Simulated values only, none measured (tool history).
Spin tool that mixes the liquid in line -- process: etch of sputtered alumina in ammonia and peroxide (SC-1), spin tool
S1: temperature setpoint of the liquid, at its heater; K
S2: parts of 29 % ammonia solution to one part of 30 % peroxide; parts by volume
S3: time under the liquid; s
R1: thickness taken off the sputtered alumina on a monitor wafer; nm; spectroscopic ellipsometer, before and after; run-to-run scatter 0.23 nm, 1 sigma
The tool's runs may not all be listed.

| run | hour | S1 | S2 | S3 | R1 |
|---|---|---|---|---|---|
| 1 | 0.0 | 333.15 | 0.4 | 220 | 19.928 |
| 2 | 4.6 | 333.15 | 0.3 | 220 | 19.460 |
| 3 | 13.5 | 339.15 | 0.3 | 220 | 26.326 |
| 4 | 22.5 | 339.65 | 0.3 | 220 | 27.086 |
| 5 | 30.6 | 335.65 | 0.3 | 220 | 21.952 |
| 6 | 32.5 | 335.65 | 0.3 | 220 | 21.906 |
| 7 | 41.6 | 336.65 | 0.3 | 220 | 23.426 |

What will run 8 give?
| 8 | 49.6 | 337.65 | 0.3 | 220 | ? |

For run 8 the tool returned R1 24.823 nm.
